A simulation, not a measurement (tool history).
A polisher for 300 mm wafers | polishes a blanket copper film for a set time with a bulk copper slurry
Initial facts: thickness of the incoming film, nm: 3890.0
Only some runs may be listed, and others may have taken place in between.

run  hour  flow of slurry (ml/min)  pressure of the wafer on the pad (psi)  speed of the pad under the wafer (cm/s)  abrasive content of the slurry  polishing time (s)  film removed (nm)
  1     0                      275                                     3.5                                       86                               1                 124             999.34
  2   5.6                      275                                     3.5                                       70                               1                 124             786.78
  3   7.8                      275                                     3.5                                       70                             0.8                 124             779.69
  4  15.3                      275                                     3.1                                       70                             0.8                 124             691.17
  5  24.3                      275                                     3.1                                       70                             0.8                 129             735.04
  6  24.9                      275                                     2.7                                       70                             0.8                 129              657.8
  7  26.9                      275                                     2.4                                       70                             0.8                 129             616.33
  8  27.9                      275                                     2.2                                       68                             0.8                 129             565.26

The next listed run, before its measurement:
     32.9  -- worn pad replaced by a new one
  9  32.9                      275                                       2                                       68                             0.8                 129                  ?

film removed (nm): 567.01
